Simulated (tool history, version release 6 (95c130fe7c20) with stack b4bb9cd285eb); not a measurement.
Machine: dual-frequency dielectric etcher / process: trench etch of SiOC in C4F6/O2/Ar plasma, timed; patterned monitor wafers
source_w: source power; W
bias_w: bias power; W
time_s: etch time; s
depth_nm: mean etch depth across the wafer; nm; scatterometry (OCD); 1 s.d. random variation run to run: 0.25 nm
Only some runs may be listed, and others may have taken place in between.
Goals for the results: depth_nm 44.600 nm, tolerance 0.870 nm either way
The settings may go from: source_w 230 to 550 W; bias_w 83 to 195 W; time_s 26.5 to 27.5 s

| run | hour | source_w | bias_w | time_s | depth_nm |
|---|---|---|---|---|---|
| 1 | 0.0 | 390 | 139 | 26.5 | 51.504 |
| 2 | 6.7 | 390 | 120 | 26.5 | 48.582 |
| 3 | 10.2 | 390 | 107 | 26.5 | 46.459 |
| 4 | 12.9 | 390 | 107 | 27.5 | 47.804 |
| 5 | 13.9 | 390 | 107 | 27.5 | 47.635 |
| 6 | 19.3 | 440 | 107 | 27.5 | 50.277 |
| 7 | 22.3 | 420 | 106 | 27.5 | 49.088 |
| 8 | 28.0 | 400 | 105 | 27.5 | 48.120 |
|  | 28.9 | bias power generator calibrated |
| 9 | 28.9 | 390 | 104 | 27.5 | 46.962 |
| 10 | 33.8 | 380 | 104 | 27.5 | 46.551 |

5 next moves are on the table. One of them brings every result within its allowed miss. Which?
| A | 38.7 | 430 | 92 | 27.5 | ? |
| B | 38.7 | 360 | 108 | 27.0 | ? |
| C | 38.7 | 410 | 107 | 27.0 | ? |
| D | 38.7 | 380 | 109 | 27.5 | ? |
| E | 38.7 | 370 | 98 | 26.5 | ? |

| move | depth_nm |
|---|---|
| A | 45.913 |
| B | 44.336 |
| C | 47.206 |
| D | 46.642 |
| E | 42.172 |
A: an improvement on the last run, though not all results are within tolerance
B: hits every target within its allowed miss
C: misses by more than the last run did
D: no better and no worse than the last run
E: the result that was furthest off in the last run now lies on the other side of its target
The right move is B.
